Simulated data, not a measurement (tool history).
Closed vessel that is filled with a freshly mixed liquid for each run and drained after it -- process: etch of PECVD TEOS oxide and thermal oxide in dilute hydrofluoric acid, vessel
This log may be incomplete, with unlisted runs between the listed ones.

| run | hour | temperature setpoint of the liquid (°C) | parts of water to one part of 49 % hydrofluoric acid (parts by volume) | time in the liquid (s) | thickness taken off the PECVD TEOS oxide on a monitor wafer (angstrom) | thickness taken off the thermal oxide on a monitor wafer (angstrom) |
|---|---|---|---|---|---|---|
| 1 | 0 | 26 | 195 | 485 | 261.99 | 115.81 |
| 2 | 5.8 | 28.5 | 190 | 485 | 297.41 | 130.97 |
| 3 | 9.8 | 28.5 | 225 | 485 | 241.11 | 106.31 |
| 4 | 16.9 | 28.5 | 295 | 485 | 171.45 | 73.804 |
| 5 | 19.8 | 30 | 260 | 485 | 208.62 | 91.951 |
| 6 | 24.6 | 28.5 | 260 | 485 | 199.4 | 87.405 |
| 7 | 26.2 | 30 | 235 | 485 | 238.09 | 104.39 |

Predict the results of run 8:
| 8 | 30.9 | 31 | 215 | 485 | ? | ? |

{"run 8": {"thickness taken off the PECVD TEOS oxide on a monitor wafer (angstrom)": 277.84, "thickness taken off the thermal oxide on a monitor wafer (angstrom)": 121.93}}
